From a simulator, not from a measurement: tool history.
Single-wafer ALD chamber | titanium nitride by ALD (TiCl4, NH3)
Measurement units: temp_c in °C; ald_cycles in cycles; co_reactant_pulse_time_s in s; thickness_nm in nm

run,hour,temp_c,ald_cycles,co_reactant_pulse_time_s,thickness_nm
1,0,410,64,1.91,1.3634
2,7.2,410,64,1.91,1.3669
3,14.3,409,63,1.78,1.3333
4,17.9,404,63,1.78,1.3324
5,19.3,404,63,1.26,1.3195
6,23.9,404,63,1.52,1.3258
7,27.2,404,61,1.52,1.2827

Expected results for the next run?
8,28.8,405,61,1.52,?

thickness_nm: 1.2783 nm
